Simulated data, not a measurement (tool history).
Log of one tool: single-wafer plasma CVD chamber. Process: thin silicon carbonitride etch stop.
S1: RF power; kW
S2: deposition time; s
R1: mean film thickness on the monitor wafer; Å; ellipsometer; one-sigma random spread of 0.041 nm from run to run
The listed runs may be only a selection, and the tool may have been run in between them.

run  hour     S1    S2      R1
  1   0.0  0.200  25.5  142.98
  2   6.0  0.220  25.5  144.25
  3  14.4  0.220  22.4  127.10
  4  18.2  0.205  22.4  125.67
  5  23.5  0.195  22.4  124.41
  6  29.2  0.200  23.9  133.00
  7  34.1  0.205  25.1  140.71
  8  41.2  0.210  26.1  146.54
  9  43.2  0.215  26.9  152.19

Run 10 is up next; what results do you expect?
 10  46.2  0.220  27.5   ?

R1: 155.88 Å
